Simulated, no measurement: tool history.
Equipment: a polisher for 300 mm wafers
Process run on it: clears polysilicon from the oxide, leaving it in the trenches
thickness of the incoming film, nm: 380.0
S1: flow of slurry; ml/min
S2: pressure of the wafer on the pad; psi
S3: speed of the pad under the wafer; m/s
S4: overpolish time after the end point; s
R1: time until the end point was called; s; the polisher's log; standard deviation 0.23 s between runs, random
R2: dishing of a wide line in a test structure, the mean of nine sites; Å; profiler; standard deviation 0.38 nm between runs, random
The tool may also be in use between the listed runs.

run	hour	S1	S2	S3	S4	R1	R2
1	0	310	3.3	0.92	13	24.776	387.1
2	1.5	310	3.4	0.92	12	24.237	395.13
3	8.8	310	3.4	1.12	12	21.568	392.95
4	11	360	3.4	1.12	12	21.063	391.43
5	14.7	375	3.4	1.14	11	21.057	392.37
6	22.6	375	3.4	1.3	11	19.06	392.27
7	24.4	385	3.3	1.32	10	19.266	389.39
8	27.6	395	3.2	1.34	9	19.839	385.84
9	32.3	405	3.2	1.36	8	19.676	388.53
10	35.4	315	3.4	1.3	4	19.347	342.39
11	43	355	3.3	1.3	6	20.127	373.05
12	51.5	350	3.3	1.3	6	20.197	377.83

For run 13, what comes out?
13	54.7	335	3.3	1.3	6	?	?

R1: 19.499 s
R2: 371.82 Å
